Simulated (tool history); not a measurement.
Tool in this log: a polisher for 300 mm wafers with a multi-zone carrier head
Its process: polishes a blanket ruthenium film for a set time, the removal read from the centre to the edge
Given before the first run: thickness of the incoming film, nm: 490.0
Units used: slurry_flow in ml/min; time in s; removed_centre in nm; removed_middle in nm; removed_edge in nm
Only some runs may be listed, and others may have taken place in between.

{"run": 1, "day": 0.0, "slurry_flow": 130, "centre_zone": 1, "middle_zone": 1, "edge_zone": 1, "time": 85, "removed_centre": 106.35, "removed_middle": 106.57, "removed_edge": 107.2}
{"run": 2, "day": 0.204, "slurry_flow": 150, "centre_zone": 1, "middle_zone": 1, "edge_zone": 1, "time": 85, "removed_centre": 108.84, "removed_middle": 108.21, "removed_edge": 108.56}
{"run": 3, "day": 0.558, "slurry_flow": 150, "centre_zone": 1, "middle_zone": 1, "edge_zone": 0.96, "time": 85, "removed_centre": 110.01, "removed_middle": 108.52, "removed_edge": 105.84}
{"run": 4, "day": 0.871, "slurry_flow": 170, "centre_zone": 1, "middle_zone": 1, "edge_zone": 0.96, "time": 85, "removed_centre": 110.73, "removed_middle": 111.01, "removed_edge": 106.62}
{"run": 5, "day": 1.075, "slurry_flow": 170, "centre_zone": 0.95, "middle_zone": 1, "edge_zone": 0.93, "time": 73, "removed_centre": 91.404, "removed_middle": 94.927, "removed_edge": 90.825}
{"run": 6, "day": 1.117, "slurry_flow": 165, "centre_zone": 0.91, "middle_zone": 1.01, "edge_zone": 0.9, "time": 65, "removed_centre": 77.179, "removed_middle": 86.275, "removed_edge": 79.951}
{"run": 7, "day": 1.317, "slurry_flow": 160, "centre_zone": 0.89, "middle_zone": 1.01, "edge_zone": 0.88, "time": 61, "removed_centre": 71.224, "removed_middle": 80.717, "removed_edge": 74.138}
{"run": 8, "day": 1.662, "slurry_flow": 150, "centre_zone": 0.87, "middle_zone": 1.01, "edge_zone": 0.86, "time": 59, "removed_centre": 65.255, "removed_middle": 75.009, "removed_edge": 70.604}
{"run": 9, "day": 1.95, "slurry_flow": 115, "centre_zone": 0.88, "middle_zone": 1.11, "edge_zone": 0.81, "time": 52, "removed_centre": 56.725, "removed_middle": 70.073, "removed_edge": 59.105}
{"run": 10, "day": 2.279, "slurry_flow": 115, "centre_zone": 0.88, "middle_zone": 1.1, "edge_zone": 0.82, "time": 52, "removed_centre": 55.937, "removed_middle": 70.852, "removed_edge": 58.344}

Predict the results of run 11:
{"run": 11, "day": 2.392, "slurry_flow": 115, "centre_zone": 0.88, "middle_zone": 1.08, "edge_zone": 0.83, "time": 52, "removed_centre": "?", "removed_middle": "?", "removed_edge": "?"}

removed_centre: 55.02 nm
removed_middle: 69.083 nm
removed_edge: 59.021 nm
